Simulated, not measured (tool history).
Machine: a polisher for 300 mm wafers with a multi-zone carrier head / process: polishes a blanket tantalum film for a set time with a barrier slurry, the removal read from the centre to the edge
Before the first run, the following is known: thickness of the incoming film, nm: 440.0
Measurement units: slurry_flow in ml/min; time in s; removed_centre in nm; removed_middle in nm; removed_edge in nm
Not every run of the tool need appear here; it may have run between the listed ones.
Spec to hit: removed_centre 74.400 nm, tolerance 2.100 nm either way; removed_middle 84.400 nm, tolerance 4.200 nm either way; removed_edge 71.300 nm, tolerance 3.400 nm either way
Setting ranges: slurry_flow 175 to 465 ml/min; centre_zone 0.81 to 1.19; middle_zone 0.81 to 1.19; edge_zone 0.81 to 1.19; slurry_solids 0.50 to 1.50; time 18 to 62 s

run	hour	slurry_flow	centre_zone	middle_zone	edge_zone	slurry_solids	time	removed_centre	removed_middle	removed_edge
1	0.0	295	1.00	1.00	1.00	1.00	40	59.663	59.711	58.307
2	2.5	295	1.00	1.08	1.00	1.00	40	60.454	64.114	60.009
3	4.2	295	1.00	1.08	0.94	1.00	40	59.299	65.204	56.743
4	8.2	300	1.01	1.11	0.95	1.15	40	63.370	69.654	60.717
5	10.0	300	1.01	1.11	0.89	1.15	40	63.777	69.055	57.352
6	12.7	335	1.01	1.11	0.89	1.15	40	65.480	70.135	58.327
7	15.3	340	1.01	1.13	0.91	1.25	40	65.826	71.816	62.824
8	16.4	330	1.01	1.15	0.90	1.30	41	67.955	76.444	63.456
9	24.7	335	1.02	1.16	0.91	1.35	41	69.411	77.320	64.696
10	28.6	340	1.02	1.17	0.91	1.40	41	70.238	79.330	64.280
11	29.5	355	1.02	1.17	0.93	1.45	41	72.385	81.073	66.140
12	32.0	355	1.02	1.17	0.93	1.45	41	69.976	79.616	64.839

Which of these 5 next moves meets every target?
A	34.5	410	1.06	1.10	0.92	1.15	43	?	?	?
B	34.5	365	1.03	1.03	1.02	1.45	42	?	?	?
C	34.5	345	0.90	1.11	0.94	1.50	51	?	?	?
D	34.5	380	1.00	1.16	0.96	1.50	43	?	?	?
E	34.5	325	0.94	1.09	1.10	1.45	47	?	?	?

move	removed_centre	removed_middle	removed_edge
A	73.307	74.933	64.833
B	73.023	72.752	70.132
C	77.608	94.489	82.122
D	73.460	83.387	70.333
E	73.692	84.570	80.757
A: puts the biggest miss on target and leaves a different result outside tolerance
B: puts the biggest miss on target and leaves a different result outside tolerance
C: takes the biggest miss from the last run beyond its target
D: all results in spec
E: puts the biggest miss on target and leaves a different result outside tolerance
Move D is the one to make.

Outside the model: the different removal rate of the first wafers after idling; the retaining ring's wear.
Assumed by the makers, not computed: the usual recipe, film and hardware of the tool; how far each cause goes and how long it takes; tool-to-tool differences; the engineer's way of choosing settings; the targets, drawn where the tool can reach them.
